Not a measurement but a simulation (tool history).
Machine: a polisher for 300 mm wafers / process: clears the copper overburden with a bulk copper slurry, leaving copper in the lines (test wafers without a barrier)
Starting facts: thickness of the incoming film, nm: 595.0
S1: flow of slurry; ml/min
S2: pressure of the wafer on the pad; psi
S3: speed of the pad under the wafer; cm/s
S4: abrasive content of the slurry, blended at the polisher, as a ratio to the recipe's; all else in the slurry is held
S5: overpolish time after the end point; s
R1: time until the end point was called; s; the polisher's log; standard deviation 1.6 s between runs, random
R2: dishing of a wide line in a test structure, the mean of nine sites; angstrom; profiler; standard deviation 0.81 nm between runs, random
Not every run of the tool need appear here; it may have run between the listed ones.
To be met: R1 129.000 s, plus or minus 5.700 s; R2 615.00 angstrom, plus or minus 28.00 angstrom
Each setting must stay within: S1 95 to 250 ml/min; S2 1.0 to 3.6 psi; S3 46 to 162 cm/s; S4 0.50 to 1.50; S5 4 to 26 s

| run | day | S1 | S2 | S3 | S4 | S5 | R1 | R2 |
|---|---|---|---|---|---|---|---|---|
| 1 | 0.000 | 160 | 2.3 | 104 | 1.00 | 13 | 75.383 | 650.83 |
| 2 | 0.250 | 160 | 2.3 | 124 | 1.00 | 13 | 61.347 | 738.79 |
| 3 | 0.383 | 160 | 2.1 | 122 | 1.00 | 14 | 69.095 | 698.66 |
| 4 | 0.483 | 160 | 2.3 | 122 | 1.00 | 14 | 64.041 | 755.84 |
| 5 | 0.721 | 160 | 2.3 | 122 | 1.00 | 16 | 63.076 | 819.74 |
| 6 | 0.838 | 120 | 2.3 | 122 | 1.00 | 16 | 68.041 | 776.65 |
| 7 | 0.867 | 120 | 2.1 | 120 | 1.00 | 17 | 74.520 | 753.80 |
| 8 | 0.946 | 120 | 1.9 | 118 | 1.00 | 18 | 81.292 | 719.63 |
| 9 | 1.079 | 110 | 1.3 | 104 | 0.95 | 24 | 140.580 | 602.79 |

Pick the move, out of 4, that brings all results within their allowed miss; only one does.
| A | 1.212 | 145 | 1.2 | 104 | 0.75 | 22 | ? | ? |
| B | 1.212 | 95 | 1.4 | 96 | 0.95 | 25 | ? | ? |
| C | 1.212 | 110 | 1.3 | 116 | 0.90 | 23 | ? | ? |
| D | 1.212 | 115 | 1.3 | 98 | 0.90 | 25 | ? | ? |

| move | R1 | R2 |
|---|---|---|
| A | 149.020 | 543.96 |
| B | 146.800 | 607.77 |
| C | 127.040 | 625.01 |
| D | 147.870 | 599.31 |
A: its largest miss is bigger than the last run's
B: its largest miss is bigger than the last run's
C: all results land within tolerance of their targets
D: its largest miss is bigger than the last run's
Correct choice: C, which meets every target
